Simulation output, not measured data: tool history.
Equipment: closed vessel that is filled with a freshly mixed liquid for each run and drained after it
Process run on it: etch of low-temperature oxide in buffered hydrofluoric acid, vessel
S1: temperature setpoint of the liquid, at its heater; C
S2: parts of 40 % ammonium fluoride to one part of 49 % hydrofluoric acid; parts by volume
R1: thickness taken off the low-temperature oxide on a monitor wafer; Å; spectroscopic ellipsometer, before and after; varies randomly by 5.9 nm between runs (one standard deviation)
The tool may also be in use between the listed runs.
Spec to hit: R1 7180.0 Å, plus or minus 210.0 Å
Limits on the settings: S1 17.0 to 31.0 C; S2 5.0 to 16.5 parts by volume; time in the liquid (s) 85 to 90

Run 1, hour 0.0: S1 23.0 C, S2 10.0 parts by volume, time in the liquid (s) 85. Result: R1 5271.3 Å.
Run 2, hour 8.8: S1 24.0 C, S2 10.0 parts by volume, time in the liquid (s) 85. Result: R1 5639.3 Å.
Run 3, hour 17.4: S1 22.5 C, S2 10.0 parts by volume, time in the liquid (s) 85. Result: R1 5177.0 Å.
Run 4, hour 25.2: S1 22.5 C, S2 10.0 parts by volume, time in the liquid (s) 90. Result: R1 5478.4 Å.
Run 5, hour 28.2: S1 20.5 C, S2 10.0 parts by volume, time in the liquid (s) 90. Result: R1 4858.7 Å.
Run 6, hour 34.5: S1 20.5 C, S2 10.0 parts by volume, time in the liquid (s) 90. Result: R1 4854.2 Å.
Run 7, hour 38.0: S1 21.5 C, S2 10.0 parts by volume, time in the liquid (s) 90. Result: R1 5158.6 Å.
Run 8, hour 39.4: S1 22.5 C, S2 10.0 parts by volume, time in the liquid (s) 90. Result: R1 5512.0 Å.
Run 9, hour 41.6: S1 23.0 C, S2 10.0 parts by volume, time in the liquid (s) 90. Result: R1 5559.2 Å.
Run 10, hour 43.9: S1 24.0 C, S2 10.0 parts by volume, time in the liquid (s) 90. Result: R1 5980.9 Å.
Run 11, hour 48.0: S1 24.5 C, S2 10.0 parts by volume, time in the liquid (s) 90. Result: R1 6127.9 Å.
Run 12, hour 53.8: S1 25.0 C, S2 10.0 parts by volume, time in the liquid (s) 90. Result: R1 6200.3 Å.
Run 13, hour 57.3: S1 25.5 C, S2 10.0 parts by volume, time in the liquid (s) 90. Result: R1 6400.9 Å.
Run 14, hour 59.1: S1 26.0 C, S2 10.0 parts by volume, time in the liquid (s) 90. Result: R1 6573.4 Å.

5 candidate next runs follow, results not yet known. Just one meets every target within its allowed miss. Identify it.
Run A, hour 60.9: S1 24.0 C, S2 8.0 parts by volume, time in the liquid (s) 90. Result: R1 ?.
Run B, hour 60.9: S1 30.5 C, S2 13.0 parts by volume, time in the liquid (s) 85. Result: R1 ?.
Run C, hour 60.9: S1 25.0 C, S2 9.0 parts by volume, time in the liquid (s) 85. Result: R1 ?.
Run D, hour 60.9: S1 26.0 C, S2 11.5 parts by volume, time in the liquid (s) 90. Result: R1 ?.
Run E, hour 60.9: S1 24.5 C, S2 9.0 parts by volume, time in the liquid (s) 85. Result: R1 ?.

move      R1
   A  7246.6
   B  6176.6
   C  6359.5
   D  5805.2
   E  6189.4
A: each result inside its tolerance
B: moves away from the targets compared with the last run
C: moves away from the targets compared with the last run
D: moves away from the targets compared with the last run
E: moves away from the targets compared with the last run
So the answer is move A, the one that meets all the targets.
